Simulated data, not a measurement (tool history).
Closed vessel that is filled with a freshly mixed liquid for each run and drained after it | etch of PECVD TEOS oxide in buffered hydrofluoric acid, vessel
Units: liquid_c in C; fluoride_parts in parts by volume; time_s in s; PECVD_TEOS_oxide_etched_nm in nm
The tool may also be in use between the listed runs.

{"run": 1, "hour": 0.0, "liquid_c": 24, "fluoride_parts": 19.5, "time_s": 100, "PECVD_TEOS_oxide_etched_nm": 87.853}
{"run": 2, "hour": 8.2, "liquid_c": 25, "fluoride_parts": 19.5, "time_s": 100, "PECVD_TEOS_oxide_etched_nm": 92.662}
{"run": 3, "hour": 12.4, "liquid_c": 25, "fluoride_parts": 19.5, "time_s": 110, "PECVD_TEOS_oxide_etched_nm": 101.49}
{"run": 4, "hour": 12.9, "liquid_c": 26, "fluoride_parts": 19.5, "time_s": 110, "PECVD_TEOS_oxide_etched_nm": 107.54}
{"run": 5, "hour": 20.1, "liquid_c": 26.5, "fluoride_parts": 19.5, "time_s": 110, "PECVD_TEOS_oxide_etched_nm": 110.27}
{"run": 6, "hour": 22.7, "liquid_c": 26.5, "fluoride_parts": 19.5, "time_s": 110, "PECVD_TEOS_oxide_etched_nm": 109.91}
{"run": 7, "hour": 24.6, "liquid_c": 27, "fluoride_parts": 19.5, "time_s": 110, "PECVD_TEOS_oxide_etched_nm": 113.56}
{"run": 8, "hour": 32.1, "liquid_c": 27.5, "fluoride_parts": 19.5, "time_s": 110, "PECVD_TEOS_oxide_etched_nm": 116.01}
{"run": 9, "hour": 35.7, "liquid_c": 28, "fluoride_parts": 19.5, "time_s": 110, "PECVD_TEOS_oxide_etched_nm": 119.94}

The next listed run, before its measurement:
{"run": 10, "hour": 40.4, "liquid_c": 28.5, "fluoride_parts": 19.5, "time_s": 110, "PECVD_TEOS_oxide_etched_nm": "?"}

PECVD_TEOS_oxide_etched_nm: 122.53 nm
